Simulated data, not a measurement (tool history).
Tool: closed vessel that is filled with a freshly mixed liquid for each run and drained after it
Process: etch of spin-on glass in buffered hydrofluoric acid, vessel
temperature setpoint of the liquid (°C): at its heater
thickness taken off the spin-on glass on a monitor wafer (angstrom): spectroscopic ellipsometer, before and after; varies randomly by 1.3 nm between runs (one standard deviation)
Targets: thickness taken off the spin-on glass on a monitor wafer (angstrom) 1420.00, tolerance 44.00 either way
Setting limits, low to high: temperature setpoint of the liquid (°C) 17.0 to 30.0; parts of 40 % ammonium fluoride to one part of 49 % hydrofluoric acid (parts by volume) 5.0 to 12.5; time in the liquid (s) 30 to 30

run	hour	temperature setpoint of the liquid (°C)	parts of 40 % ammonium fluoride to one part of 49 % hydrofluoric acid (parts by volume)	time in the liquid (s)	thickness taken off the spin-on glass on a monitor wafer (angstrom)
1	0.0	22.0	7.5	30	982.48
2	0.8	23.5	7.5	30	1073.70
3	6.1	23.5	9.0	30	866.83
4	10.9	23.5	10.0	30	817.01
5	12.7	23.5	10.0	30	824.20
6	18.6	23.5	11.5	30	707.46
7	27.4	25.0	10.5	30	849.82
8	31.8	26.5	10.0	30	967.47
9	38.8	27.5	9.5	30	1032.20
10	40.7	28.0	9.0	30	1139.70
11	44.9	28.5	8.5	30	1213.50
12	48.7	29.0	8.5	30	1249.90

Exercise: of the 4 proposed moves below, exactly one satisfies all targets within the stated allowed misses. Which move is it?
A	52.5	30.0	8.0	30	?
B	52.5	29.0	9.0	30	?
C	52.5	25.0	7.5	30	?
D	52.5	28.5	9.5	30	?

move	thickness taken off the spin-on glass on a monitor wafer (angstrom)
A	1410.50
B	1177.90
C	1158.90
D	1109.00
A: all results land within tolerance of their targets
B: further off than the last run
C: further off than the last run
D: further off than the last run
The right move is A.

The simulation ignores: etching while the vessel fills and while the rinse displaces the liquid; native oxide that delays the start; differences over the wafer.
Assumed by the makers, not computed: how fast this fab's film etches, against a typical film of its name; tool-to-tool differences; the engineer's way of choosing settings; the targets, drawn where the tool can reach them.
